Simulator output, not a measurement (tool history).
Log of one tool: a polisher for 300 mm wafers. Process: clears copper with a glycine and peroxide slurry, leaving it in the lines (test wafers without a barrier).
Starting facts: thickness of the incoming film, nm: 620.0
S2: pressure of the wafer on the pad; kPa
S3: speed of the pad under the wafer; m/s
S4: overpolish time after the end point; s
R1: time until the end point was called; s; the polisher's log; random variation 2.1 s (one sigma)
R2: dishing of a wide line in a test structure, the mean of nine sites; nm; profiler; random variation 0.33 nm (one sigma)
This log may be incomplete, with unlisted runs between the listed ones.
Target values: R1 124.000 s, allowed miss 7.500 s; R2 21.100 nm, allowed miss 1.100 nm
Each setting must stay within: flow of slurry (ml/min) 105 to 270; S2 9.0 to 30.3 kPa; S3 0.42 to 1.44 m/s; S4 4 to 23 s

{"run": 1, "day": 0.0, "flow of slurry (ml/min)": 175, "S2": 19.3, "S3": 0.92, "S4": 12, "R1": 92.166, "R2": 40.904}
{"run": 2, "day": 0.092, "flow of slurry (ml/min)": 175, "S2": 17.9, "S3": 0.9, "S4": 10, "R1": 97.91, "R2": 34.486}
{"run": 3, "day": 0.408, "flow of slurry (ml/min)": 175, "S2": 17.9, "S3": 1.0, "S4": 10, "R1": 90.944, "R2": 34.953}
{"run": 4, "day": 0.779, "flow of slurry (ml/min)": 175, "S2": 20.0, "S3": 1.0, "S4": 10, "R1": 86.96, "R2": 36.207}
{"run": 5, "day": 0.925, "flow of slurry (ml/min)": 175, "S2": 20.0, "S3": 1.0, "S4": 12, "R1": 87.348, "R2": 42.339}
{"run": 6, "day": 1.212, "flow of slurry (ml/min)": 175, "S2": 20.0, "S3": 1.0, "S4": 16, "R1": 87.196, "R2": 50.478}
{"run": 7, "day": 1.571, "flow of slurry (ml/min)": 175, "S2": 17.9, "S3": 0.96, "S4": 13, "R1": 92.599, "R2": 42.641}
{"run": 8, "day": 1.721, "flow of slurry (ml/min)": 160, "S2": 16.5, "S3": 0.94, "S4": 11, "R1": 101.35, "R2": 35.808}
{"run": 9, "day": 1.783, "flow of slurry (ml/min)": 160, "S2": 15.9, "S3": 0.92, "S4": 9, "R1": 103.74, "R2": 30.09}
{"run": 10, "day": 2.15, "flow of slurry (ml/min)": 165, "S2": 10.3, "S3": 0.9, "S4": 5, "R1": 123.17, "R2": 15.655}
{"run": 11, "day": 2.479, "flow of slurry (ml/min)": 160, "S2": 11.0, "S3": 0.88, "S4": 5, "R1": 124.47, "R2": 15.689}
{"run": 12, "day": 2.504, "flow of slurry (ml/min)": 155, "S2": 11.7, "S3": 0.86, "S4": 5, "R1": 119.58, "R2": 15.398}
{"run": 13, "day": 2.754, "flow of slurry (ml/min)": 160, "S2": 11.7, "S3": 0.86, "S4": 6, "R1": 123.23, "R2": 18.268}

4 next moves are on the table. One of them brings every result within its allowed miss. Which?
{"run": "A", "day": 3.004, "flow of slurry (ml/min)": 170, "S2": 11.0, "S3": 0.86, "S4": 5, "R1": "?", "R2": "?"}
{"run": "B", "day": 3.004, "flow of slurry (ml/min)": 110, "S2": 12.4, "S3": 0.88, "S4": 8, "R1": "?", "R2": "?"}
{"run": "C", "day": 3.004, "flow of slurry (ml/min)": 160, "S2": 13.8, "S3": 0.78, "S4": 7, "R1": "?", "R2": "?"}
{"run": "D", "day": 3.004, "flow of slurry (ml/min)": 140, "S2": 10.3, "S3": 0.9, "S4": 8, "R1": "?", "R2": "?"}

move=A R1=127.890 R2=15.518
move=B R1=125.310 R2=23.787
move=C R1=126.160 R2=21.174
move=D R1=129.090 R2=23.185
A: further off than the last run
B: takes the result that was furthest off past its target
C: all results in spec
D: takes the result that was furthest off past its target
The right move is C.

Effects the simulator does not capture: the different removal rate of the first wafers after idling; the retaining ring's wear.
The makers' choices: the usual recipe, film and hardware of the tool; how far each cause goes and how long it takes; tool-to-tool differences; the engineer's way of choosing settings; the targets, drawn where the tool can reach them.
